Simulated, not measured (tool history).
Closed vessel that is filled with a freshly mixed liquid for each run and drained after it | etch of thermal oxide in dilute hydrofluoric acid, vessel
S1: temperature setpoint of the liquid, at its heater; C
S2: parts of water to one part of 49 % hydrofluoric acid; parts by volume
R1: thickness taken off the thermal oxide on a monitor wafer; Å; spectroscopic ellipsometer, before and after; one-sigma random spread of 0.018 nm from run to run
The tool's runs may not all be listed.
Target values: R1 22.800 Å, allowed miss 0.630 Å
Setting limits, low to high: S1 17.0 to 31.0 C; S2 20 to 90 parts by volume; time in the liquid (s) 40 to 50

Run 1, hour 0.0: S1 23.0 C, S2 50 parts by volume, time in the liquid (s) 50. Result: R1 49.150 Å.
Run 2, hour 3.1: S1 23.0 C, S2 50 parts by volume, time in the liquid (s) 40. Result: R1 39.071 Å.
Run 3, hour 12.1: S1 22.0 C, S2 55 parts by volume, time in the liquid (s) 40. Result: R1 33.936 Å.
Run 4, hour 13.3: S1 22.0 C, S2 45 parts by volume, time in the liquid (s) 40. Result: R1 42.697 Å.
Run 5, hour 21.3: S1 22.0 C, S2 45 parts by volume, time in the liquid (s) 50. Result: R1 52.725 Å.
Run 6, hour 23.0: S1 21.0 C, S2 50 parts by volume, time in the liquid (s) 50. Result: R1 45.164 Å.
Run 7, hour 30.8: S1 20.5 C, S2 55 parts by volume, time in the liquid (s) 50. Result: R1 40.004 Å.
Run 8, hour 39.2: S1 17.0 C, S2 75 parts by volume, time in the liquid (s) 50. Result: R1 24.750 Å.

Consider the 5 candidate settings below. Which is the only one whose results all fall within their allowed miss of target?
Run A, hour 47.6: S1 17.5 C, S2 70 parts by volume, time in the liquid (s) 50. Result: R1 ?.
Run B, hour 47.6: S1 17.0 C, S2 85 parts by volume, time in the liquid (s) 50. Result: R1 ?.
Run C, hour 47.6: S1 17.0 C, S2 80 parts by volume, time in the liquid (s) 50. Result: R1 ?.
Run D, hour 47.6: S1 18.0 C, S2 90 parts by volume, time in the liquid (s) 50. Result: R1 ?.
Run E, hour 47.6: S1 18.0 C, S2 65 parts by volume, time in the liquid (s) 45. Result: R1 ?.

move      R1
   A  27.070
   B  21.462
   C  22.931
   D  21.012
   E  26.952
A: misses by more than the last run did
B: pushes the last run's worst result past its target
C: in spec on every target
D: pushes the last run's worst result past its target
E: misses by more than the last run did
The right move is C.
